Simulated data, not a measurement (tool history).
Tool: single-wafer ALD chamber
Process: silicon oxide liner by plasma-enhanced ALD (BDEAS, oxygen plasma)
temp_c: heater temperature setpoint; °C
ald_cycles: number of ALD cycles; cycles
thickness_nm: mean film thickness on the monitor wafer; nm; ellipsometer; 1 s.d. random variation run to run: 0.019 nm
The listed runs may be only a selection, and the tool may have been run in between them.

Run 1, hour 0: temp_c 325 °C, ald_cycles 56 cycles. Result: thickness_nm 4.9986 nm.
Run 2, hour 8.7: temp_c 329 °C, ald_cycles 56 cycles. Result: thickness_nm 4.9561 nm.
Run 3, hour 10.4: temp_c 338 °C, ald_cycles 56 cycles. Result: thickness_nm 4.8792 nm.
Run 4, hour 17.2: temp_c 332 °C, ald_cycles 56 cycles. Result: thickness_nm 4.9461 nm.
Run 5, hour 22.5: temp_c 332 °C, ald_cycles 52 cycles. Result: thickness_nm 4.5597 nm.
Run 6, hour 24.3: temp_c 332 °C, ald_cycles 59 cycles. Result: thickness_nm 5.215 nm.
Run 7, hour 29.6: temp_c 332 °C, ald_cycles 61 cycles. Result: thickness_nm 5.3394 nm.
Run 8, hour 33.8: temp_c 331 °C, ald_cycles 63 cycles. Result: thickness_nm 5.5353 nm.
Run 9, hour 38.8: temp_c 331 °C, ald_cycles 65 cycles. Result: thickness_nm 5.7278 nm.
Run 10, hour 46.3: temp_c 331 °C, ald_cycles 66 cycles. Result: thickness_nm 5.8307 nm.

Run 11, settings as shown, results not yet in. Your forecast:
Run 11, hour 54.9: temp_c 331 °C, ald_cycles 67 cycles. Result: thickness_nm ?.

{"run 11": {"thickness_nm": 5.8944}}
